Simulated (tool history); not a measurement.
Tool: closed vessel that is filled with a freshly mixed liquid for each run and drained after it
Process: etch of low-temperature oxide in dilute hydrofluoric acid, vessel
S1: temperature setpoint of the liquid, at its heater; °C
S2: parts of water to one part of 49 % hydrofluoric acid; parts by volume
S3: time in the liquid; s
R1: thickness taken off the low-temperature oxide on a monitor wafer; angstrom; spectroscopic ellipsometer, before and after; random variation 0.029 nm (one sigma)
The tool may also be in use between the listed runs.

run,hour,S1,S2,S3,R1
1,0,26,230,35,36.588
2,6.7,26,230,35,36.608
3,14.7,26,185,35,48.291
4,20.8,25,190,35,45.595
5,27.3,22,190,35,40.627
6,29.3,22,270,35,26.274
7,33,22,270,35,26.151
8,40.6,22.5,270,35,27.003
# hour 42.5: thermometer replaced
9,42.5,23,270,35,28.346

Run 10, settings as shown, results not yet in. Your forecast:
10,43.4,23.5,270,35,?

Run 10 gave R1 28.734 angstrom.
